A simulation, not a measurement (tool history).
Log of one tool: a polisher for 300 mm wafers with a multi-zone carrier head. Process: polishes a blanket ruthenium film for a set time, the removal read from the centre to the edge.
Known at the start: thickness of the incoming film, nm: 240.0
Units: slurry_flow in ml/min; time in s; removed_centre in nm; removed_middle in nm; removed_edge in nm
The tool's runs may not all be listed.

| run | hour | slurry_flow | centre_zone | middle_zone | edge_zone | time | removed_centre | removed_middle | removed_edge |
|---|---|---|---|---|---|---|---|---|---|
| 1 | 0.0 | 190 | 1.00 | 1.00 | 1.00 | 70 | 65.262 | 65.992 | 65.098 |
| 2 | 6.8 | 190 | 1.00 | 1.00 | 1.00 | 79 | 74.182 | 74.768 | 74.171 |
| 3 | 7.6 | 190 | 1.00 | 1.00 | 1.04 | 79 | 73.518 | 72.885 | 75.411 |
| 4 | 12.8 | 190 | 1.00 | 1.00 | 1.08 | 79 | 74.002 | 74.157 | 76.191 |
| 5 | 17.7 | 190 | 1.00 | 1.04 | 1.08 | 79 | 73.743 | 77.688 | 76.181 |
| 6 | 20.2 | 185 | 0.98 | 1.04 | 1.06 | 76 | 69.721 | 75.092 | 72.252 |
| 7 | 27.9 | 180 | 0.96 | 1.04 | 1.04 | 73 | 64.410 | 72.556 | 69.514 |
| 8 | 30.8 | 180 | 0.95 | 1.04 | 1.03 | 70 | 61.868 | 69.115 | 66.613 |
| 9 | 37.9 | 180 | 0.94 | 1.05 | 1.02 | 67 | 58.810 | 65.226 | 62.153 |
| 10 | 42.0 | 180 | 0.93 | 1.06 | 1.00 | 65 | 56.189 | 62.963 | 61.270 |
| 11 | 46.1 | 190 | 0.96 | 1.16 | 1.00 | 46 | 41.529 | 48.942 | 43.256 |
| 12 | 46.8 | 195 | 0.96 | 1.16 | 1.01 | 47 | 42.353 | 50.718 | 44.350 |

The next listed run, before its measurement:
| 13 | 47.7 | 200 | 0.96 | 1.16 | 1.02 | 48 | ? | ? | ? |

removed_centre: 43.853 nm
removed_middle: 51.349 nm
removed_edge: 44.817 nm
